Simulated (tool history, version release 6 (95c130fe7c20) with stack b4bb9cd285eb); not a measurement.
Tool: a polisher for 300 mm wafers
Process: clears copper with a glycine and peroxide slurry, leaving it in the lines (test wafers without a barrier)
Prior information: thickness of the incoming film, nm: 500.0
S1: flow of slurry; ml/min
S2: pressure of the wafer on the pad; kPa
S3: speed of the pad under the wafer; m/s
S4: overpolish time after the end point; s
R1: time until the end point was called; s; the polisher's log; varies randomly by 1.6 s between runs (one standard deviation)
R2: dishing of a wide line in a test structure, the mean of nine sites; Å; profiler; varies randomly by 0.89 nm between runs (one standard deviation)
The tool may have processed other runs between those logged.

{"run": 1, "hour": 0.0, "S1": 200, "S2": 17.2, "S3": 1.1, "S4": 11, "R1": 90.018, "R2": 359.93}
{"run": 2, "hour": 7.0, "S1": 200, "S2": 17.2, "S3": 0.88, "S4": 11, "R1": 107.64, "R2": 312.46}
{"run": 3, "hour": 12.1, "S1": 175, "S2": 17.2, "S3": 0.88, "S4": 11, "R1": 107.54, "R2": 314.92}
{"run": 4, "hour": 14.0, "S1": 150, "S2": 17.2, "S3": 0.88, "S4": 11, "R1": 109.61, "R2": 315.02}
{"run": 5, "hour": 17.2, "S1": 150, "S2": 16.5, "S3": 0.88, "S4": 13, "R1": 117.15, "R2": 344.81}
{"run": 6, "hour": 25.6, "S1": 150, "S2": 16.5, "S3": 0.88, "S4": 14, "R1": 119.83, "R2": 363.87}
{"run": 7, "hour": 29.4, "S1": 150, "S2": 16.5, "S3": 0.88, "S4": 15, "R1": 116.19, "R2": 382.48}
{"run": 8, "hour": 34.5, "S1": 150, "S2": 16.5, "S3": 0.88, "S4": 16, "R1": 114.22, "R2": 396.15}

Forecast run 9:
{"run": 9, "hour": 38.4, "S1": 145, "S2": 16.5, "S3": 0.88, "S4": 17, "R1": "?", "R2": "?"}

R1: 117.570 s
R2: 409.08 Å

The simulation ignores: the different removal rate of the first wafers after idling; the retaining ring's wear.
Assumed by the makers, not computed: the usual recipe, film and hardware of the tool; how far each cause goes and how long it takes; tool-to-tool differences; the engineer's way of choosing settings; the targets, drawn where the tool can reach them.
